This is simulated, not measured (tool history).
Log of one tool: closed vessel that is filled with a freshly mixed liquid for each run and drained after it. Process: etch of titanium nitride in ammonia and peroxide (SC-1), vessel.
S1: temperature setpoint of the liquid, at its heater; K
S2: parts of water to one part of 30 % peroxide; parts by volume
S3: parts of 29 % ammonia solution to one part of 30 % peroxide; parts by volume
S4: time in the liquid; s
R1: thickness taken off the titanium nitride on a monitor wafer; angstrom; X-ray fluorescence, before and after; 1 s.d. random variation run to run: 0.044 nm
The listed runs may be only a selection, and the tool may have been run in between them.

{"run": 1, "hour": 0.0, "S1": 325.15, "S2": 19, "S3": 0.65, "S4": 350, "R1": 146.19}
{"run": 2, "hour": 5.7, "S1": 325.15, "S2": 19, "S3": 0.65, "S4": 375, "R1": 156.73}
{"run": 3, "hour": 8.0, "S1": 325.15, "S2": 13.5, "S3": 0.65, "S4": 375, "R1": 190.62}
{"run": 4, "hour": 9.4, "S1": 329.15, "S2": 13.5, "S3": 0.65, "S4": 375, "R1": 247.4}
{"run": 5, "hour": 10.0, "S1": 325.15, "S2": 14, "S3": 0.65, "S4": 375, "R1": 184.98}
{"run": 6, "hour": 10.7, "S1": 325.15, "S2": 14, "S3": 0.65, "S4": 375, "R1": 184.17}
{"run": 7, "hour": 15.2, "S1": 322.15, "S2": 14, "S3": 0.65, "S4": 375, "R1": 150.37}
{"run": 8, "hour": 21.4, "S1": 319.65, "S2": 14, "S3": 0.65, "S4": 375, "R1": 125.02}
{"run": 9, "hour": 22.4, "S1": 317.65, "S2": 14, "S3": 0.65, "S4": 375, "R1": 109.13}
{"hour": 24.9, "done": "new drum of ammonia solution connected"}
{"run": 10, "hour": 24.9, "S1": 316.15, "S2": 14, "S3": 0.65, "S4": 375, "R1": 100.41}

What will run 11 give?
{"run": 11, "hour": 33.8, "S1": 315.15, "S2": 14, "S3": 0.65, "S4": 375, "R1": "?"}

R1: 92.699 angstrom

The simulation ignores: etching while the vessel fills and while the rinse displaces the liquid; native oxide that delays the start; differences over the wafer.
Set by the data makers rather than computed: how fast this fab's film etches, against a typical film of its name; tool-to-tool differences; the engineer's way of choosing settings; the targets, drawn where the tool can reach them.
